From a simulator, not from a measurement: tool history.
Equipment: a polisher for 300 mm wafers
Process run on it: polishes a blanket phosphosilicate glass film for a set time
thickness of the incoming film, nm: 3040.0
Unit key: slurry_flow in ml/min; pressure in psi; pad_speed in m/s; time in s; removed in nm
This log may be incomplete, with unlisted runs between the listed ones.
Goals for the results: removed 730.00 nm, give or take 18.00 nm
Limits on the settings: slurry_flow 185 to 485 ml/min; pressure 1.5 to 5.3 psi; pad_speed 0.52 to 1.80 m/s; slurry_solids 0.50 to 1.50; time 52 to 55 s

{"run": 1, "day": 0.0, "slurry_flow": 310, "pressure": 3.4, "pad_speed": 1.16, "slurry_solids": 1.0, "time": 52, "removed": 637.65}
{"run": 2, "day": 0.254, "slurry_flow": 310, "pressure": 3.1, "pad_speed": 1.16, "slurry_solids": 1.0, "time": 52, "removed": 577.02}
{"run": 3, "day": 0.592, "slurry_flow": 310, "pressure": 3.1, "pad_speed": 1.02, "slurry_solids": 1.0, "time": 52, "removed": 530.99}
{"run": 4, "day": 0.779, "slurry_flow": 310, "pressure": 3.1, "pad_speed": 1.02, "slurry_solids": 1.0, "time": 52, "removed": 519.61}
{"run": 5, "day": 1.088, "slurry_flow": 310, "pressure": 3.1, "pad_speed": 1.22, "slurry_solids": 1.0, "time": 52, "removed": 605.04}
{"run": 6, "day": 1.446, "slurry_flow": 310, "pressure": 3.1, "pad_speed": 1.22, "slurry_solids": 0.8, "time": 52, "removed": 559.28}
{"run": 7, "day": 1.633, "slurry_flow": 315, "pressure": 3.4, "pad_speed": 1.22, "slurry_solids": 0.8, "time": 52, "removed": 610.2}
{"run": 8, "day": 1.921, "slurry_flow": 315, "pressure": 3.6, "pad_speed": 1.22, "slurry_solids": 0.8, "time": 52, "removed": 632.11}
{"run": 9, "day": 2.088, "slurry_flow": 315, "pressure": 3.8, "pad_speed": 1.22, "slurry_solids": 0.8, "time": 52, "removed": 674.35}
{"run": 10, "day": 2.221, "slurry_flow": 315, "pressure": 3.9, "pad_speed": 1.22, "slurry_solids": 0.8, "time": 52, "removed": 690.71}
{"run": 11, "day": 2.383, "slurry_flow": 315, "pressure": 4.0, "pad_speed": 1.22, "slurry_solids": 0.8, "time": 52, "removed": 708.7}

Below are 4 possible settings for the next run. Only one of them brings all results inside the allowed miss of their targets. Which is it?
{"run": "A", "day": 2.546, "slurry_flow": 315, "pressure": 4.2, "pad_speed": 1.22, "slurry_solids": 0.75, "time": 55, "removed": "?"}
{"run": "B", "day": 2.546, "slurry_flow": 305, "pressure": 3.9, "pad_speed": 1.14, "slurry_solids": 0.9, "time": 53, "removed": "?"}
{"run": "C", "day": 2.546, "slurry_flow": 320, "pressure": 3.8, "pad_speed": 1.38, "slurry_solids": 0.65, "time": 55, "removed": "?"}
{"run": "D", "day": 2.546, "slurry_flow": 205, "pressure": 4.6, "pad_speed": 1.14, "slurry_solids": 0.65, "time": 53, "removed": "?"}

move=A removed=765.91
move=B removed=697.53
move=C removed=723.94
move=D removed=692.49
A: takes the biggest miss from the last run beyond its target
B: the biggest miss grows against the last run
C: all results land within tolerance of their targets
D: the biggest miss grows against the last run
So the answer is move C, the one that meets all the targets.

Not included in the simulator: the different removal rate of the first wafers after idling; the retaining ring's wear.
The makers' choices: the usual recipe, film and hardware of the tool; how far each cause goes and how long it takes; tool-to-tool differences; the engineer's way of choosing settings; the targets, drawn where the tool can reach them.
